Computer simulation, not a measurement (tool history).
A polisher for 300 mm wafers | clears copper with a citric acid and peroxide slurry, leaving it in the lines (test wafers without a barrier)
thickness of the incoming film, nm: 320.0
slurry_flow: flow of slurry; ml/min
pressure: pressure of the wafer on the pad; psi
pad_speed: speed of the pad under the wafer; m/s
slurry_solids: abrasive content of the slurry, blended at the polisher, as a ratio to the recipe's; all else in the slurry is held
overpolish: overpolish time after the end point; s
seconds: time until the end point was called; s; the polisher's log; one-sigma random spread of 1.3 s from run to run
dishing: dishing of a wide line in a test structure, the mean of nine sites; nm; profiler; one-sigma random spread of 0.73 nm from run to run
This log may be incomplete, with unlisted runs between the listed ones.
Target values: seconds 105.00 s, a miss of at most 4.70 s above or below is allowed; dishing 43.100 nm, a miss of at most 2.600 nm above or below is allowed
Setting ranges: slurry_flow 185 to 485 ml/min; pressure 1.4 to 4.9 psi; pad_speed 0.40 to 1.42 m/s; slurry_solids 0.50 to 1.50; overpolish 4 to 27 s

{"run": 1, "hour": 0.0, "slurry_flow": 310, "pressure": 3.1, "pad_speed": 0.9, "slurry_solids": 1.0, "overpolish": 14, "seconds": 167.36, "dishing": 19.026}
{"run": 2, "hour": 5.0, "slurry_flow": 310, "pressure": 3.3, "pad_speed": 0.9, "slurry_solids": 1.0, "overpolish": 15, "seconds": 159.81, "dishing": 21.156}
{"run": 3, "hour": 12.6, "slurry_flow": 310, "pressure": 3.3, "pad_speed": 0.9, "slurry_solids": 1.2, "overpolish": 15, "seconds": 153.57, "dishing": 21.986}
{"run": 4, "hour": 15.0, "slurry_flow": 310, "pressure": 3.4, "pad_speed": 0.9, "slurry_solids": 1.2, "overpolish": 16, "seconds": 149.3, "dishing": 23.844}
{"run": 5, "hour": 22.5, "slurry_flow": 365, "pressure": 3.4, "pad_speed": 0.9, "slurry_solids": 1.2, "overpolish": 16, "seconds": 147.95, "dishing": 23.478}
{"run": 6, "hour": 26.6, "slurry_flow": 365, "pressure": 3.5, "pad_speed": 0.9, "slurry_solids": 1.2, "overpolish": 17, "seconds": 146.15, "dishing": 26.08}
{"run": 7, "hour": 27.6, "slurry_flow": 365, "pressure": 3.6, "pad_speed": 0.9, "slurry_solids": 1.2, "overpolish": 17, "seconds": 139.85, "dishing": 27.159}
{"run": 8, "hour": 34.9, "slurry_flow": 365, "pressure": 4.5, "pad_speed": 0.92, "slurry_solids": 1.2, "overpolish": 20, "seconds": 110.31, "dishing": 38.424}

Which single option among these 5 for the next run brings every result within its allowed miss of target? Just one does.
{"run": "A", "hour": 42.2, "slurry_flow": 365, "pressure": 4.5, "pad_speed": 0.92, "slurry_solids": 1.15, "overpolish": 17, "seconds": "?", "dishing": "?"}
{"run": "B", "hour": 42.2, "slurry_flow": 365, "pressure": 4.9, "pad_speed": 0.76, "slurry_solids": 1.3, "overpolish": 17, "seconds": "?", "dishing": "?"}
{"run": "C", "hour": 42.2, "slurry_flow": 305, "pressure": 4.9, "pad_speed": 0.94, "slurry_solids": 1.1, "overpolish": 16, "seconds": "?", "dishing": "?"}
{"run": "D", "hour": 42.2, "slurry_flow": 290, "pressure": 4.6, "pad_speed": 0.92, "slurry_solids": 1.35, "overpolish": 22, "seconds": "?", "dishing": "?"}
{"run": "E", "hour": 42.2, "slurry_flow": 390, "pressure": 4.8, "pad_speed": 0.84, "slurry_solids": 1.25, "overpolish": 20, "seconds": "?", "dishing": "?"}

move=A seconds=110.87 dishing=32.539
move=B seconds=118.03 dishing=30.868
move=C seconds=102.19 dishing=33.212
move=D seconds=106.96 dishing=41.892
move=E seconds=110.61 dishing=37.615
A: moves away from the targets compared with the last run
B: moves away from the targets compared with the last run
C: moves away from the targets compared with the last run
D: every result within its allowed miss
E: moves away from the targets compared with the last run
Correct choice: D, which meets every target
